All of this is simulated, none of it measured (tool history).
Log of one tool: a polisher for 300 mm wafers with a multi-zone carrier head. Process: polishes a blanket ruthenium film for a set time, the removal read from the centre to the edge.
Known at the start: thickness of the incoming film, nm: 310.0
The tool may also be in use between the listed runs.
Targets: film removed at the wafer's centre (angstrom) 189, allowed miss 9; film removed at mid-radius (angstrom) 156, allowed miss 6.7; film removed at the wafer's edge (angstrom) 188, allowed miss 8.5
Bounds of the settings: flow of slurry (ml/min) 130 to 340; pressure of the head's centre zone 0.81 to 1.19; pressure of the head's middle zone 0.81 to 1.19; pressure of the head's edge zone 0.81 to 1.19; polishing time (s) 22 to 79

| run | hour | flow of slurry (ml/min) | pressure of the head's centre zone | pressure of the head's middle zone | pressure of the head's edge zone | polishing time (s) | film removed at the wafer's centre (angstrom) | film removed at mid-radius (angstrom) | film removed at the wafer's edge (angstrom) |
|---|---|---|---|---|---|---|---|---|---|
| 1 | 0 | 220 | 1 | 1 | 1 | 50 | 296.14 | 280.05 | 286.67 |
| 2 | 2.9 | 220 | 1.05 | 1 | 1 | 50 | 306.87 | 283.13 | 292.69 |
| 3 | 7.3 | 220 | 0.96 | 1 | 1 | 50 | 288.58 | 291.22 | 299.58 |
| 4 | 10 | 220 | 0.96 | 1 | 1 | 57 | 324.14 | 335.76 | 330.93 |
| 5 | 18.9 | 215 | 0.96 | 0.99 | 0.99 | 53 | 291.63 | 300.37 | 307.02 |
| 6 | 24.4 | 215 | 0.97 | 0.98 | 0.98 | 50 | 289.27 | 281.88 | 288.9 |
| 7 | 33.3 | 210 | 0.97 | 0.97 | 0.98 | 47 | 266.9 | 260.31 | 268.41 |
| 8 | 41.5 | 205 | 0.97 | 0.95 | 0.98 | 45 | 259.66 | 245.28 | 260.83 |
| 9 | 46.2 | 185 | 0.96 | 0.85 | 0.94 | 31 | 165.03 | 150.32 | 174.33 |

5 next moves are on the table. One of them brings every result within its allowed miss. Which?
| A | 50.9 | 245 | 1.02 | 0.82 | 1.02 | 31 | ? | ? | ? |
| B | 50.9 | 210 | 1.1 | 0.81 | 0.92 | 33 | ? | ? | ? |
| C | 50.9 | 150 | 0.81 | 0.81 | 1.05 | 32 | ? | ? | ? |
| D | 50.9 | 175 | 1.07 | 0.91 | 0.94 | 30 | ? | ? | ? |
| E | 50.9 | 185 | 1.19 | 0.82 | 0.91 | 31 | ? | ? | ? |

| move | film removed at the wafer's centre (angstrom) | film removed at mid-radius (angstrom) | film removed at the wafer's edge (angstrom) |
|---|---|---|---|
| A | 193.39 | 155.5 | 190.04 |
| B | 216.85 | 160.38 | 189.62 |
| C | 143.84 | 146.19 | 186.99 |
| D | 185.29 | 155.39 | 169.94 |
| E | 215.41 | 148.95 | 174.5 |
A: meets every target
B: takes the result that was furthest off past its target
C: further off than the last run
D: brings the result that was furthest off to its target, and leaves another outside
E: takes the result that was furthest off past its target
The right move is A.
